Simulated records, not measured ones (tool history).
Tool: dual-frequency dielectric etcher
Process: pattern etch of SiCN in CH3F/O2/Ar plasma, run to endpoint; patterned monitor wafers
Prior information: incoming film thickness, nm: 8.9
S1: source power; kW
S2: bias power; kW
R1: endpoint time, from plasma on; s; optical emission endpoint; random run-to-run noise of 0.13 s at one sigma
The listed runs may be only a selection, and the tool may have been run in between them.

{"run": 1, "day": 0.0, "S1": 0.3, "S2": 0.078, "R1": 25.395}
{"run": 2, "day": 0.246, "S1": 0.25, "S2": 0.078, "R1": 27.414}
{"run": 3, "day": 0.538, "S1": 0.22, "S2": 0.078, "R1": 28.667}
{"run": 4, "day": 0.704, "S1": 0.24, "S2": 0.079, "R1": 27.449}
{"run": 5, "day": 1.033, "S1": 0.24, "S2": 0.089, "R1": 26.863}
{"run": 6, "day": 1.212, "S1": 0.26, "S2": 0.089, "R1": 26.18}
{"run": 7, "day": 1.475, "S1": 0.32, "S2": 0.095, "R1": 23.458}

Predict the results of run 8:
{"run": 8, "day": 1.554, "S1": 0.32, "S2": 0.095, "R1": "?"}

R1: 23.308 s

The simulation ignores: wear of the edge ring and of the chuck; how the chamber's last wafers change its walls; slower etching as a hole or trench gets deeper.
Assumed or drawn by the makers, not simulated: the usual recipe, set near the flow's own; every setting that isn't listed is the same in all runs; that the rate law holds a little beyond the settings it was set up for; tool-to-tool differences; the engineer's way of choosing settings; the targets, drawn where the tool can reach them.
